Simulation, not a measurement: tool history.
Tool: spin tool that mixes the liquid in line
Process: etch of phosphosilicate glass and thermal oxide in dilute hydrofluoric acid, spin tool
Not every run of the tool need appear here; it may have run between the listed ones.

run	day	temperature setpoint of the liquid (K)	parts of water to one part of 49 % hydrofluoric acid (parts by volume)	time under the liquid (s)	thickness taken off the phosphosilicate glass on a monitor wafer (angstrom)	thickness taken off the thermal oxide on a monitor wafer (angstrom)
1	0.000	295.15	230	30	219.060	5.0605
2	0.358	295.15	290	30	163.500	4.0497
3	0.533	295.15	290	40	217.980	5.0307
4	0.592	293.65	330	40	174.930	3.8626
5	0.675	297.15	330	40	198.460	4.7229
6	1.021	297.15	330	50	248.790	6.4053
7	1.375	295.65	355	40	171.980	3.9317
8	1.650	295.15	415	25	85.431	1.8742

Expected results for the next run?
9	1.675	294.65	415	25	?	?

thickness taken off the phosphosilicate glass on a monitor wafer (angstrom): 84.638
thickness taken off the thermal oxide on a monitor wafer (angstrom): 2.0553
